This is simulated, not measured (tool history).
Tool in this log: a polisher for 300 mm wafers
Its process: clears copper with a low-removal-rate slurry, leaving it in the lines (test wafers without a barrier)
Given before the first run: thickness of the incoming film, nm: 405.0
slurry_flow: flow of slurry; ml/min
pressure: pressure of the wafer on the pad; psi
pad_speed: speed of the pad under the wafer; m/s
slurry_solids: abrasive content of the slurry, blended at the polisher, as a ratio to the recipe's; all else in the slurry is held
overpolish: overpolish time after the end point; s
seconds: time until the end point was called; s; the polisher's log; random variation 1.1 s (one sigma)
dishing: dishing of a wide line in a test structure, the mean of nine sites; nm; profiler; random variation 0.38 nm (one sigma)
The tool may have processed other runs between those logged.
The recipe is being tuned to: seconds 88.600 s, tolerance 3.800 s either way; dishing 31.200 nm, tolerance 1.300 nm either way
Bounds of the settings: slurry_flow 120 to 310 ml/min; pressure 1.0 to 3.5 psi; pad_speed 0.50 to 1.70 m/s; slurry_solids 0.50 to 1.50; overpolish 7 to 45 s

Run 1, hour 0.0: slurry_flow 200 ml/min, pressure 2.2 psi, pad_speed 1.10 m/s, slurry_solids 1.00, overpolish 23 s. Result: seconds 133.030 s, dishing 24.967 nm.
Run 2, hour 1.5: slurry_flow 200 ml/min, pressure 2.2 psi, pad_speed 0.86 m/s, slurry_solids 1.00, overpolish 23 s. Result: seconds 167.030 s, dishing 22.276 nm.
Run 3, hour 7.3: slurry_flow 200 ml/min, pressure 2.2 psi, pad_speed 1.00 m/s, slurry_solids 1.00, overpolish 23 s. Result: seconds 143.190 s, dishing 24.372 nm.
Run 4, hour 12.7: slurry_flow 200 ml/min, pressure 2.2 psi, pad_speed 1.00 m/s, slurry_solids 1.00, overpolish 30 s. Result: seconds 144.830 s, dishing 26.885 nm.
Run 5, hour 14.1: slurry_flow 165 ml/min, pressure 2.2 psi, pad_speed 1.00 m/s, slurry_solids 1.00, overpolish 30 s. Result: seconds 150.290 s, dishing 26.150 nm.
Run 6, hour 20.7: slurry_flow 175 ml/min, pressure 2.4 psi, pad_speed 1.00 m/s, slurry_solids 1.00, overpolish 29 s. Result: seconds 133.760 s, dishing 27.293 nm.
Run 7, hour 23.9: slurry_flow 215 ml/min, pressure 3.0 psi, pad_speed 1.02 m/s, slurry_solids 1.00, overpolish 24 s. Result: seconds 102.560 s, dishing 28.106 nm.
Run 8, hour 32.3: slurry_flow 215 ml/min, pressure 3.1 psi, pad_speed 1.02 m/s, slurry_solids 1.00, overpolish 25 s. Result: seconds 100.730 s, dishing 28.889 nm.
Run 9, hour 36.9: slurry_flow 215 ml/min, pressure 3.2 psi, pad_speed 1.02 m/s, slurry_solids 1.00, overpolish 25 s. Result: seconds 99.502 s, dishing 28.518 nm.
Run 10, hour 39.5: slurry_flow 215 ml/min, pressure 3.2 psi, pad_speed 1.02 m/s, slurry_solids 1.00, overpolish 25 s. Result: seconds 96.843 s, dishing 29.106 nm.
Run 11, hour 45.3: slurry_flow 215 ml/min, pressure 3.3 psi, pad_speed 1.02 m/s, slurry_solids 1.00, overpolish 26 s. Result: seconds 92.316 s, dishing 29.797 nm.

Of the 5 settings listed for the next run, only one would bring every result within its allowed miss of target. Which one?
Run A, hour 51.1: slurry_flow 265 ml/min, pressure 3.3 psi, pad_speed 0.96 m/s, slurry_solids 1.00, overpolish 34 s. Result: seconds ?, dishing ?.
Run B, hour 51.1: slurry_flow 195 ml/min, pressure 2.8 psi, pad_speed 1.22 m/s, slurry_solids 0.95, overpolish 39 s. Result: seconds ?, dishing ?.
Run C, hour 51.1: slurry_flow 200 ml/min, pressure 3.4 psi, pad_speed 1.06 m/s, slurry_solids 1.00, overpolish 31 s. Result: seconds ?, dishing ?.
Run D, hour 51.1: slurry_flow 195 ml/min, pressure 2.8 psi, pad_speed 1.12 m/s, slurry_solids 1.05, overpolish 38 s. Result: seconds ?, dishing ?.
Run E, hour 51.1: slurry_flow 200 ml/min, pressure 3.4 psi, pad_speed 0.98 m/s, slurry_solids 0.95, overpolish 33 s. Result: seconds ?, dishing ?.

move  seconds  dishing
   A   96.316   30.878
   B   94.772   31.040
   C   88.027   30.927
   D   99.722   30.810
   E   96.564   30.797
A: brings the last run's worst result on target, with another outside its allowed miss
B: brings the last run's worst result on target, with another outside its allowed miss
C: all results land within tolerance of their targets
D: brings the last run's worst result on target, with another outside its allowed miss
E: brings the last run's worst result on target, with another outside its allowed miss
Move C is the one to make.
